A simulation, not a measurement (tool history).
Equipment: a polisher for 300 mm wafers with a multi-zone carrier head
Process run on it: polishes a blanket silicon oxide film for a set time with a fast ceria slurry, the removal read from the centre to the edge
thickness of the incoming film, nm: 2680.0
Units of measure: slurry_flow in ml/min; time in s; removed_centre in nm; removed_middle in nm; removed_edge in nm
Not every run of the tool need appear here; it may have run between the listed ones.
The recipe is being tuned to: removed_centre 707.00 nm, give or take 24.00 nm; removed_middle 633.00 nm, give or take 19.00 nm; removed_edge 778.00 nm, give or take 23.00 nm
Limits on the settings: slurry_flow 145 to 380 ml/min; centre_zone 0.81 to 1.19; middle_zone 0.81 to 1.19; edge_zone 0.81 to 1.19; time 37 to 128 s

run 1 hour=0.0 | slurry_flow=245 centre_zone=1.00 middle_zone=1.00 edge_zone=1.00 time=82 | removed_centre=712.84 removed_middle=724.83 removed_edge=683.51
run 2 hour=6.1 | slurry_flow=240 centre_zone=1.00 middle_zone=0.98 edge_zone=1.02 time=83 | removed_centre=735.91 removed_middle=712.49 removed_edge=700.23
run 3 hour=8.6 | slurry_flow=240 centre_zone=1.00 middle_zone=0.98 edge_zone=1.10 time=83 | removed_centre=729.62 removed_middle=727.35 removed_edge=715.74
run 4 hour=16.5 | slurry_flow=240 centre_zone=0.95 middle_zone=0.98 edge_zone=1.10 time=83 | removed_centre=688.66 removed_middle=723.16 removed_edge=728.18
run 5 hour=17.8 | slurry_flow=235 centre_zone=0.95 middle_zone=0.96 edge_zone=1.11 time=84 | removed_centre=700.90 removed_middle=711.44 removed_edge=738.52
run 6 hour=26.4 | slurry_flow=235 centre_zone=0.95 middle_zone=0.96 edge_zone=1.11 time=68 | removed_centre=569.22 removed_middle=573.23 removed_edge=588.88
run 7 hour=28.9 | slurry_flow=235 centre_zone=0.95 middle_zone=0.94 edge_zone=1.12 time=70 | removed_centre=587.66 removed_middle=586.67 removed_edge=606.67
run 8 hour=35.5 | slurry_flow=225 centre_zone=0.95 middle_zone=0.92 edge_zone=1.13 time=72 | removed_centre=599.61 removed_middle=578.73 removed_edge=635.98
run 9 hour=40.4 | slurry_flow=225 centre_zone=0.95 middle_zone=0.91 edge_zone=1.14 time=74 | removed_centre=613.93 removed_middle=589.58 removed_edge=649.82
run 10 hour=42.1 | slurry_flow=225 centre_zone=0.95 middle_zone=0.90 edge_zone=1.15 time=75 | removed_centre=624.61 removed_middle=593.72 removed_edge=671.65
run 11 hour=44.1 | slurry_flow=230 centre_zone=0.95 middle_zone=0.89 edge_zone=1.16 time=76 | removed_centre=631.62 removed_middle=609.91 removed_edge=676.83
run 12 hour=49.2 | slurry_flow=225 centre_zone=0.95 middle_zone=0.88 edge_zone=1.16 time=77 | removed_centre=638.23 removed_middle=604.21 removed_edge=682.00
-- hour=50.8 edge zone pressure recalibrated
run 13 hour=50.8 | slurry_flow=220 centre_zone=0.95 middle_zone=0.87 edge_zone=1.16 time=78 | removed_centre=643.18 removed_middle=593.65 removed_edge=720.59
run 14 hour=56.1 | slurry_flow=220 centre_zone=0.95 middle_zone=0.87 edge_zone=1.16 time=79 | removed_centre=652.93 removed_middle=608.31 removed_edge=746.50

Which one of the following 4 next-run settings gets every result inside its allowed miss? There is exactly one.
run A hour=61.4 | slurry_flow=180 centre_zone=1.00 middle_zone=0.87 edge_zone=1.13 time=85 | removed_centre=? removed_middle=? removed_edge=?
run B hour=61.4 | slurry_flow=235 centre_zone=1.03 middle_zone=0.90 edge_zone=1.15 time=79 | removed_centre=? removed_middle=? removed_edge=?
run C hour=61.4 | slurry_flow=295 centre_zone=1.05 middle_zone=0.93 edge_zone=1.18 time=74 | removed_centre=? removed_middle=? removed_edge=?
run D hour=61.4 | slurry_flow=225 centre_zone=0.98 middle_zone=0.94 edge_zone=1.16 time=83 | removed_centre=? removed_middle=? removed_edge=?

move=A removed_centre=705.82 removed_middle=639.24 removed_edge=764.93
move=B removed_centre=709.40 removed_middle=637.80 removed_edge=740.45
move=C removed_centre=698.60 removed_middle=630.92 removed_edge=717.46
move=D removed_centre=704.24 removed_middle=690.74 removed_edge=777.44
A: meets every target
B: brings the result that was furthest off to its target, and leaves another outside
C: brings the result that was furthest off to its target, and leaves another outside
D: brings the result that was furthest off to its target, and leaves another outside
A meets every target.
